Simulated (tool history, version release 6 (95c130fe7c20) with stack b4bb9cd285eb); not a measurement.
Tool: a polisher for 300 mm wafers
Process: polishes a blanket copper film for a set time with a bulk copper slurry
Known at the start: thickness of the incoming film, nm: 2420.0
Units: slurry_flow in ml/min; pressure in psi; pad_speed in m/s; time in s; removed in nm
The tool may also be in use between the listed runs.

run	hour	slurry_flow	pressure	pad_speed	slurry_solids	time	removed
1	0.0	280	2.3	1.14	1.00	115	1067.3
2	4.6	280	2.3	1.14	1.15	115	1113.5
3	7.6	280	2.3	1.14	1.15	115	1106.2
4	15.4	280	2.5	1.14	1.15	115	1199.3
5	21.1	280	2.7	1.14	1.15	115	1273.9
6	22.9	335	2.7	1.14	1.15	115	1296.9
7	26.7	335	2.8	1.14	1.15	115	1331.7

Forecast run 8:
8	35.2	335	2.9	1.14	1.15	115	?

{"run 8": {"removed": 1399.3}}

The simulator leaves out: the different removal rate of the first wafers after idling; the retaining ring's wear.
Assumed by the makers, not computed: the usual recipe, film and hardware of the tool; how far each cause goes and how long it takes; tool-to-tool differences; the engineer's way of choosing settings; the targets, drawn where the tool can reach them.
